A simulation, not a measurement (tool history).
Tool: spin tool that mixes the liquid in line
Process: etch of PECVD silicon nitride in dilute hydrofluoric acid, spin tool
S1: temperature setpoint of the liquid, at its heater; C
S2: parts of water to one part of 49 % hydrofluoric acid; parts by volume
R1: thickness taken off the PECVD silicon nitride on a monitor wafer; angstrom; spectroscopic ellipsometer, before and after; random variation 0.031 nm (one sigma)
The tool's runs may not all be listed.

run 1 day=0.000 | S1=21.0 S2=85 time_under_the_liquid_(s)=270 | R1=62.553
run 2 day=0.358 | S1=20.5 S2=85 time_under_the_liquid_(s)=270 | R1=60.412
run 3 day=0.717 | S1=24.0 S2=85 time_under_the_liquid_(s)=270 | R1=76.982
run 4 day=1.062 | S1=24.0 S2=65 time_under_the_liquid_(s)=270 | R1=98.944
run 5 day=1.258 | S1=23.0 S2=70 time_under_the_liquid_(s)=270 | R1=85.530
run 6 day=1.600 | S1=23.0 S2=70 time_under_the_liquid_(s)=295 | R1=94.572
run 7 day=1.758 | S1=22.0 S2=75 time_under_the_liquid_(s)=295 | R1=83.139

The next listed run, before its measurement:
run 8 day=2.033 | S1=21.0 S2=80 time_under_the_liquid_(s)=295 | R1=?

Run 8 gave R1 72.204 angstrom.
